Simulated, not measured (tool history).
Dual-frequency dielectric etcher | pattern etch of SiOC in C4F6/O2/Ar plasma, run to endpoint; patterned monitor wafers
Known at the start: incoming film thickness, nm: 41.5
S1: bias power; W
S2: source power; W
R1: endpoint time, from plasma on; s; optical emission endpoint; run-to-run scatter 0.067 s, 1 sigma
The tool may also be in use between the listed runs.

run 1 hour=0 | S1=357 S2=290 | R1=16.813
run 2 hour=6.9 | S1=378 S2=300 | R1=15.927
run 3 hour=15.5 | S1=394 S2=300 | R1=15.565
run 4 hour=17.2 | S1=371 S2=300 | R1=16.187
run 5 hour=22.6 | S1=388 S2=300 | R1=15.926
run 6 hour=28.6 | S1=388 S2=250 | R1=16.835
run 7 hour=35.9 | S1=406 S2=260 | R1=16.198
run 8 hour=39.6 | S1=406 S2=260 | R1=16.07
run 9 hour=43.3 | S1=421 S2=260 | R1=15.986
run 10 hour=50.9 | S1=434 S2=270 | R1=15.532

The next listed run, before its measurement:
run 11 hour=57.5 | S1=445 S2=280 | R1=?

{"run 11": {"R1": 15.287}}
